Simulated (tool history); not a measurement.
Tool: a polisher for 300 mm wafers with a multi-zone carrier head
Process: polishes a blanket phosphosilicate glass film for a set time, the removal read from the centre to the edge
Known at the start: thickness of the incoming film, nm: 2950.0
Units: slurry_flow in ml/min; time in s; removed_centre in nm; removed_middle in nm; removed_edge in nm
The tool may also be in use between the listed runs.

run	day	slurry_flow	centre_zone	middle_zone	edge_zone	slurry_solids	time	removed_centre	removed_middle	removed_edge
1	0	125	1	1	1	1	66	614.2	609.09	581.07
2	0.208	135	1	1	1.05	1.05	66	628.8	628.82	623.18
3	0.258	135	1	1	1.01	1.05	66	646.33	638.97	601.92
4	0.308	145	1	1	1.05	1.1	66	682.69	658	640.31
5	0.512	145	0.93	1	1.05	1.1	66	625.63	650.29	635.99
# day 0.829: edge zone pressure recalibrated
6	0.829	145	0.96	1	1.05	1.1	66	610.33	652.88	671.09

Forecast run 7:
7	1.154	180	0.92	0.91	1.03	1.3	67	?	?	?

Run 7 gave removed_centre 654.38 nm, removed_middle 681.54 nm, removed_edge 722.46 nm.

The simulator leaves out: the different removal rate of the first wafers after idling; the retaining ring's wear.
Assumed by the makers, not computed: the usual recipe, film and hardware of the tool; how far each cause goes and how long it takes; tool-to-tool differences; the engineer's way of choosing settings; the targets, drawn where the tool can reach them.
